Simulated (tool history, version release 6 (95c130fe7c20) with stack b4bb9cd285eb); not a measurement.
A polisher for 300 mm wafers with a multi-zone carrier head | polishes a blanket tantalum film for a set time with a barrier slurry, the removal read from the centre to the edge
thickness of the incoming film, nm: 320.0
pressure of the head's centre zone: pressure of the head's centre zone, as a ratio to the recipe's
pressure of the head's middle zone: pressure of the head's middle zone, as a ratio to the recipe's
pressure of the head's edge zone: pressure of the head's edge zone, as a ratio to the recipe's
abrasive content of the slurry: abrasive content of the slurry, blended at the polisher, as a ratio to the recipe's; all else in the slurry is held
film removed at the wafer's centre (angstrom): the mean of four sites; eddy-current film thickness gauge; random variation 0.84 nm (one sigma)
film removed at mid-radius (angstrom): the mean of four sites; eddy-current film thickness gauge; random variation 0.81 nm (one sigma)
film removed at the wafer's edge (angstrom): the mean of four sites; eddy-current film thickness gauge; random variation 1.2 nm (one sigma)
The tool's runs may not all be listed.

| run | hour | flow of slurry (ml/min) | pressure of the head's centre zone | pressure of the head's middle zone | pressure of the head's edge zone | abrasive content of the slurry | polishing time (s) | film removed at the wafer's centre (angstrom) | film removed at mid-radius (angstrom) | film removed at the wafer's edge (angstrom) |
|---|---|---|---|---|---|---|---|---|---|---|
| 1 | 0 | 310 | 1 | 1 | 1 | 1 | 61 | 941.97 | 949.97 | 936.35 |
| 2 | 2.2 | 305 | 1.01 | 0.95 | 1 | 0.9 | 60 | 928.75 | 889.07 | 871.99 |
| 3 | 11 | 305 | 1.01 | 0.95 | 1 | 0.9 | 74 | 1124.7 | 1097.2 | 1065.3 |
| 4 | 13.7 | 305 | 1.01 | 0.95 | 1 | 0.9 | 65 | 995.89 | 946.4 | 965.29 |
| 5 | 17.9 | 305 | 1.01 | 0.95 | 1 | 0.7 | 65 | 948.1 | 900.98 | 920.17 |
| 6 | 20.3 | 305 | 1.01 | 0.9 | 1 | 0.7 | 65 | 945.67 | 861.27 | 888.15 |
| 7 | 26.3 | 300 | 1.01 | 0.87 | 1.04 | 0.65 | 64 | 914.13 | 801.61 | 864.89 |
| 8 | 29.1 | 295 | 1.01 | 0.85 | 1.06 | 0.6 | 64 | 891.44 | 789.92 | 879.7 |

Run 9 comes next. What will it give?
| 9 | 35.3 | 295 | 1.02 | 0.84 | 1.07 | 0.55 | 63 | ? | ? | ? |

{"run 9": {"film removed at the wafer's centre (angstrom)": 864.8, "film removed at mid-radius (angstrom)": 750.39, "film removed at the wafer's edge (angstrom)": 834.48}}
